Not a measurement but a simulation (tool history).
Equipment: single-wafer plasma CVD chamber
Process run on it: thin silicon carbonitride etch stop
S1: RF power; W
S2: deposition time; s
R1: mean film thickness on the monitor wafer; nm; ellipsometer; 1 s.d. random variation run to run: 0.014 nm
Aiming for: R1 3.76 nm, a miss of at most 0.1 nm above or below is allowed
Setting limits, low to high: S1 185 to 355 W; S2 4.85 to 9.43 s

{"run": 1, "hour": 0.0, "S1": 270, "S2": 7.14, "R1": 4.8421}
{"run": 2, "hour": 4.8, "S1": 260, "S2": 6.81, "R1": 4.5446}
{"run": 3, "hour": 7.4, "S1": 250, "S2": 6.6, "R1": 4.3361}
{"run": 4, "hour": 13.0, "S1": 265, "S2": 6.6, "R1": 4.418}
{"run": 5, "hour": 17.9, "S1": 255, "S2": 6.43, "R1": 4.2828}
{"run": 6, "hour": 25.2, "S1": 255, "S2": 7.03, "R1": 4.6601}
{"run": 7, "hour": 33.5, "S1": 245, "S2": 6.78, "R1": 4.4366}
{"run": 8, "hour": 39.8, "S1": 235, "S2": 6.59, "R1": 4.262}
{"hour": 46.7, "done": "thermocouple changed; heater temperature recalibrated"}
{"run": 9, "hour": 46.7, "S1": 230, "S2": 6.45, "R1": 4.1171}
{"run": 10, "hour": 54.0, "S1": 225, "S2": 6.38, "R1": 4.055}
{"run": 11, "hour": 58.9, "S1": 220, "S2": 6.32, "R1": 3.977}
{"run": 12, "hour": 62.6, "S1": 215, "S2": 6.29, "R1": 3.9433}
{"run": 13, "hour": 66.0, "S1": 210, "S2": 6.26, "R1": 3.8876}

Exercise: of the 5 proposed moves below, exactly one satisfies all targets within the stated allowed misses. Which move is it?
{"run": "A", "hour": 69.4, "S1": 215, "S2": 5.96, "R1": "?"}
{"run": "B", "hour": 69.4, "S1": 185, "S2": 5.86, "R1": "?"}
{"run": "C", "hour": 69.4, "S1": 190, "S2": 5.89, "R1": "?"}
{"run": "D", "hour": 69.4, "S1": 185, "S2": 5.95, "R1": "?"}
{"run": "E", "hour": 69.4, "S1": 255, "S2": 5.42, "R1": "?"}

move=A R1=3.7194
move=B R1=3.4722
move=C R1=3.5225
move=D R1=3.5255
move=E R1=3.583
A: every result within its allowed miss
B: carries the result that was furthest off beyond its target, to the other side
C: carries the result that was furthest off beyond its target, to the other side
D: carries the result that was furthest off beyond its target, to the other side
E: carries the result that was furthest off beyond its target, to the other side
Go with A: it meets all targets.
